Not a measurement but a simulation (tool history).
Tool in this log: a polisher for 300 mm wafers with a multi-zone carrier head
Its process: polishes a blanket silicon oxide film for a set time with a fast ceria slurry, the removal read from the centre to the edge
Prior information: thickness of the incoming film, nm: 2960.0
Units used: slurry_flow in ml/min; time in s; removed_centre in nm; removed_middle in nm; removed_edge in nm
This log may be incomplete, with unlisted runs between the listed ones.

{"run": 1, "hour": 0.0, "slurry_flow": 285, "centre_zone": 1.0, "middle_zone": 1.0, "edge_zone": 1.0, "time": 49, "removed_centre": 909.41, "removed_middle": 910.14, "removed_edge": 912.9}
{"run": 2, "hour": 7.7, "slurry_flow": 295, "centre_zone": 0.99, "middle_zone": 1.05, "edge_zone": 1.04, "time": 51, "removed_centre": 926.02, "removed_middle": 979.42, "removed_edge": 1000.4}
{"run": 3, "hour": 13.1, "slurry_flow": 255, "centre_zone": 0.99, "middle_zone": 1.05, "edge_zone": 1.04, "time": 51, "removed_centre": 934.36, "removed_middle": 973.75, "removed_edge": 984.22}
{"run": 4, "hour": 17.7, "slurry_flow": 300, "centre_zone": 0.99, "middle_zone": 1.05, "edge_zone": 1.04, "time": 51, "removed_centre": 936.17, "removed_middle": 969.48, "removed_edge": 999.77}
{"run": 5, "hour": 23.0, "slurry_flow": 290, "centre_zone": 0.98, "middle_zone": 1.09, "edge_zone": 1.03, "time": 53, "removed_centre": 968.54, "removed_middle": 1056.7, "removed_edge": 1018.1}
{"run": 6, "hour": 31.7, "slurry_flow": 290, "centre_zone": 0.97, "middle_zone": 1.12, "edge_zone": 1.05, "time": 54, "removed_centre": 977.45, "removed_middle": 1099.1, "removed_edge": 1059.6}

Run 7, settings as shown, results not yet in. Your forecast:
{"run": 7, "hour": 37.5, "slurry_flow": 290, "centre_zone": 0.96, "middle_zone": 1.14, "edge_zone": 1.06, "time": 55, "removed_centre": "?", "removed_middle": "?", "removed_edge": "?"}

{"run 7": {"removed_centre": 1003.5, "removed_middle": 1155.1, "removed_edge": 1067.0}}
